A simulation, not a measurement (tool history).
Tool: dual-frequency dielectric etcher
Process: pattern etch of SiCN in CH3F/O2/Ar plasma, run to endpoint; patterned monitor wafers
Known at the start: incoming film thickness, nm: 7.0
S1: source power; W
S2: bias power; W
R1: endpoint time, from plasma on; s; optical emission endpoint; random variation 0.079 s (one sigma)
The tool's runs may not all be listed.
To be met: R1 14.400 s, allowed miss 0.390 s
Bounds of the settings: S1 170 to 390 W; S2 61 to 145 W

| run | day | S1 | S2 | R1 |
|---|---|---|---|---|
| 1 | 0.000 | 280 | 103 | 18.128 |
| 2 | 0.304 | 240 | 103 | 19.841 |
| 3 | 0.442 | 240 | 96 | 20.599 |
| 4 | 0.550 | 240 | 89 | 21.570 |
| 5 | 0.671 | 260 | 89 | 20.636 |
| 6 | 0.900 | 290 | 95 | 18.524 |
| 7 | 1.229 | 320 | 97 | 17.460 |
| 8 | 1.292 | 340 | 101 | 16.453 |

Which of these 5 next moves meets every target?
| A | 1.354 | 390 | 114 | ? |
| B | 1.354 | 370 | 105 | ? |
| C | 1.354 | 390 | 133 | ? |
| D | 1.354 | 390 | 130 | ? |
| E | 1.354 | 390 | 126 | ? |

| move | R1 |
|---|---|
| A | 14.570 |
| B | 15.652 |
| C | 13.375 |
| D | 13.543 |
| E | 13.778 |
A: meets every target
B: nearer than the last run, and not there yet
C: takes the result that was furthest off past its target
D: takes the result that was furthest off past its target
E: takes the result that was furthest off past its target
Move A is the one to make.
